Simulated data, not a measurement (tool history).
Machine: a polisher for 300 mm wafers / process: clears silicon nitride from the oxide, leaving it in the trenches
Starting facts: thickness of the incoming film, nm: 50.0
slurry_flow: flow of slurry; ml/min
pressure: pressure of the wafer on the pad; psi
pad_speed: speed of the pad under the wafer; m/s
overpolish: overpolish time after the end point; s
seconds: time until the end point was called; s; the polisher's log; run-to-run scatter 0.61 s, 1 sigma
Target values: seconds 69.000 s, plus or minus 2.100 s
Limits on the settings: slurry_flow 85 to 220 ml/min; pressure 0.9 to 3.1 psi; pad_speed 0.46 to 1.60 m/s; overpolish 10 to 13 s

Run 1, hour 0.0: slurry_flow 140 ml/min, pressure 2.0 psi, pad_speed 1.02 m/s, overpolish 13 s. Result: seconds 81.675 s.
Run 2, hour 4.2: slurry_flow 120 ml/min, pressure 2.0 psi, pad_speed 1.02 m/s, overpolish 13 s. Result: seconds 84.380 s.
Run 3, hour 10.6: slurry_flow 135 ml/min, pressure 2.1 psi, pad_speed 1.02 m/s, overpolish 13 s. Result: seconds 77.704 s.
Run 4, hour 13.6: slurry_flow 135 ml/min, pressure 1.6 psi, pad_speed 1.02 m/s, overpolish 13 s. Result: seconds 103.510 s.
Run 5, hour 17.6: slurry_flow 135 ml/min, pressure 1.6 psi, pad_speed 1.02 m/s, overpolish 13 s. Result: seconds 100.290 s.
Run 6, hour 21.8: slurry_flow 105 ml/min, pressure 1.6 psi, pad_speed 1.02 m/s, overpolish 13 s. Result: seconds 108.140 s.
Run 7, hour 29.5: slurry_flow 125 ml/min, pressure 1.7 psi, pad_speed 1.02 m/s, overpolish 13 s. Result: seconds 97.694 s.
Run 8, hour 34.2: slurry_flow 140 ml/min, pressure 1.8 psi, pad_speed 1.02 m/s, overpolish 13 s. Result: seconds 90.707 s.
Run 9, hour 37.6: slurry_flow 150 ml/min, pressure 1.9 psi, pad_speed 1.02 m/s, overpolish 13 s. Result: seconds 85.358 s.
Run 10, hour 43.9: slurry_flow 155 ml/min, pressure 2.0 psi, pad_speed 1.02 m/s, overpolish 13 s. Result: seconds 81.036 s.
Run 11, hour 46.0: slurry_flow 160 ml/min, pressure 2.1 psi, pad_speed 1.02 m/s, overpolish 13 s. Result: seconds 76.437 s.
At hour 47.1: head pressure recalibrated.
Run 12, hour 47.1: slurry_flow 165 ml/min, pressure 2.1 psi, pad_speed 1.02 m/s, overpolish 13 s. Result: seconds 79.368 s.
Run 13, hour 55.5: slurry_flow 165 ml/min, pressure 2.2 psi, pad_speed 1.02 m/s, overpolish 13 s. Result: seconds 76.651 s.
Run 14, hour 56.8: slurry_flow 165 ml/min, pressure 2.3 psi, pad_speed 1.02 m/s, overpolish 13 s. Result: seconds 72.904 s.
Run 15, hour 62.0: slurry_flow 165 ml/min, pressure 2.3 psi, pad_speed 1.02 m/s, overpolish 13 s. Result: seconds 72.036 s.

Next run, 5 choices. One meets every target within its allowed miss, the rest don't. Which?
Run A, hour 67.2: slurry_flow 120 ml/min, pressure 2.5 psi, pad_speed 0.94 m/s, overpolish 10 s. Result: seconds ?.
Run B, hour 67.2: slurry_flow 160 ml/min, pressure 2.2 psi, pad_speed 1.14 m/s, overpolish 10 s. Result: seconds ?.
Run C, hour 67.2: slurry_flow 190 ml/min, pressure 2.5 psi, pad_speed 1.04 m/s, overpolish 13 s. Result: seconds ?.
Run D, hour 67.2: slurry_flow 185 ml/min, pressure 2.7 psi, pad_speed 0.84 m/s, overpolish 10 s. Result: seconds ?.
Run E, hour 67.2: slurry_flow 155 ml/min, pressure 2.4 psi, pad_speed 0.94 m/s, overpolish 12 s. Result: seconds ?.

move  seconds
   A   77.838
   B   68.912
   C   64.725
   D   74.105
   E   76.779
A: the biggest miss grows against the last run
B: every result lands within tolerance
C: moves the result that the last run missed by most past its target, out the other side
D: the biggest miss grows against the last run
E: the biggest miss grows against the last run
B is the move that brings every result within its allowed miss.
